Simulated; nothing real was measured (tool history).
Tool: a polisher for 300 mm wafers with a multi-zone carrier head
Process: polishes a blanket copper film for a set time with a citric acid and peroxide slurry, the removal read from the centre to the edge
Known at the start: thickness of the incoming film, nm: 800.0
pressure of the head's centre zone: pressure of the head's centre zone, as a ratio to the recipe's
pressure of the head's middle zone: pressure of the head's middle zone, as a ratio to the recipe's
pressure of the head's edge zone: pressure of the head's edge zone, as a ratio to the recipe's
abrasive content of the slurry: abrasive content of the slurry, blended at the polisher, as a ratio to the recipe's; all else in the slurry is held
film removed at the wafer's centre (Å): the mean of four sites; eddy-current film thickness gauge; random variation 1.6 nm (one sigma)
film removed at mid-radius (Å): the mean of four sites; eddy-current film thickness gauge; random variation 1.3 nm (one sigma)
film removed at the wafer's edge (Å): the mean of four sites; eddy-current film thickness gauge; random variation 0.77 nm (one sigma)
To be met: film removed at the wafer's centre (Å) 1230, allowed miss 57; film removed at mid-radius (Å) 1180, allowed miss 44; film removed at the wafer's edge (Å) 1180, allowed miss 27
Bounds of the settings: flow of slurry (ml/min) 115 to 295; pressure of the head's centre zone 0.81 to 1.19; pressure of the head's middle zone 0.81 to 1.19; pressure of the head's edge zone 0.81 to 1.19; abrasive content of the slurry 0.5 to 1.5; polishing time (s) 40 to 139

run  hour  flow of slurry (ml/min)  pressure of the head's centre zone  pressure of the head's middle zone  pressure of the head's edge zone  abrasive content of the slurry  polishing time (s)  film removed at the wafer's centre (Å)  film removed at mid-radius (Å)  film removed at the wafer's edge (Å)
  1     0                      190                                   1                                   1                                 1                               1                  89                                  1638.8                          1638.6                                1592.8
  2     6                      190                                   1                                0.93                                 1                               1                  89                                  1621.5                          1524.2                                  1608
  3   7.3                      185                                0.99                                0.93                              0.98                             0.9                  87                                  1539.2                          1461.8                                1507.9
  4   9.6                      185                                0.99                                0.93                              0.98                               1                  87                                  1566.1                          1494.9                                1538.4
  5  12.9                      185                                0.99                                0.86                              0.98                               1                  87                                  1572.7                          1391.5                                1554.5
  6  17.5                      185                                0.99                                0.81                              0.98                               1                  87                                    1566                          1315.4                                1554.6
  7  18.9                      180                                0.98                                0.82                              0.95                             0.9                  86                                  1498.9                          1270.6                                1474.4
  8  20.3                      160                                0.92                                0.92                              0.85                            0.65                  80                                  1249.3                          1214.2                                1202.2

Which of these 4 next moves meets every target?
  A  21.7                      200                                0.93                                0.84                              0.89                             0.7                  77                                       ?                               ?                                     ?
  B  21.7                      160                                0.96                                0.96                              0.85                             0.7                  79                                       ?                               ?                                     ?
  C  21.7                      185                                0.95                                0.92                              0.84                            0.65                  82                                       ?                               ?                                     ?
  D  21.7                      145                                0.98                                0.93                              0.88                             0.5                  82                                       ?                               ?                                     ?

move  film removed at the wafer's centre (Å)  film removed at mid-radius (Å)  film removed at the wafer's edge (Å)
   A                                  1247.1                          1151.7                                1254.1
   B                                  1263.2                          1275.2                                1226.6
   C                                  1316.2                          1289.7                                1271.6
   D                                  1230.4                          1192.7                                1203.2
A: further off than the last run
B: further off than the last run
C: further off than the last run
D: meets every target
Move D is the one to make.
